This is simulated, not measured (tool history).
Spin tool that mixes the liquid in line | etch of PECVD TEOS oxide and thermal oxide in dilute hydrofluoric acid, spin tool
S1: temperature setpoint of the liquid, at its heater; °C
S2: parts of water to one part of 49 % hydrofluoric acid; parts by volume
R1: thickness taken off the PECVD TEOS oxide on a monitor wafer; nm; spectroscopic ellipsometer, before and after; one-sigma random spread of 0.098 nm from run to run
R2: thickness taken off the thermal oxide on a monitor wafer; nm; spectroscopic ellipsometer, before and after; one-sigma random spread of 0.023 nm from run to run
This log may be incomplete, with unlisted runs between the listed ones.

run 1 hour=0.0 | S1=21.0 S2=45 time_under_the_liquid_(s)=60 | R1=18.433 R2=5.9319
run 2 hour=6.5 | S1=22.5 S2=45 time_under_the_liquid_(s)=60 | R1=19.445 R2=6.3484
run 3 hour=8.4 | S1=21.5 S2=50 time_under_the_liquid_(s)=60 | R1=16.947 R2=5.5572
run 4 hour=10.9 | S1=23.5 S2=50 time_under_the_liquid_(s)=60 | R1=18.339 R2=5.9573
run 5 hour=19.8 | S1=26.5 S2=50 time_under_the_liquid_(s)=60 | R1=20.666 R2=6.7800
run 6 hour=23.0 | S1=25.0 S2=50 time_under_the_liquid_(s)=60 | R1=19.535 R2=6.2818
run 7 hour=26.1 | S1=23.5 S2=55 time_under_the_liquid_(s)=60 | R1=16.377 R2=5.3643
run 8 hour=34.9 | S1=22.0 S2=55 time_under_the_liquid_(s)=60 | R1=15.323 R2=5.0478
run 9 hour=37.6 | S1=21.0 S2=55 time_under_the_liquid_(s)=60 | R1=14.863 R2=4.8589
run 10 hour=43.1 | S1=20.0 S2=55 time_under_the_liquid_(s)=60 | R1=14.387 R2=4.6599
run 11 hour=51.0 | S1=19.5 S2=55 time_under_the_liquid_(s)=60 | R1=13.959 R2=4.5294
run 12 hour=55.5 | S1=19.0 S2=55 time_under_the_liquid_(s)=60 | R1=13.386 R2=4.4397
run 13 hour=58.1 | S1=18.5 S2=55 time_under_the_liquid_(s)=60 | R1=13.477 R2=4.3655

Expected results for the next run?
run 14 hour=59.7 | S1=18.0 S2=55 time_under_the_liquid_(s)=60 | R1=? R2=?

{"run 14": {"R1": 12.892, "R2": 4.2853}}
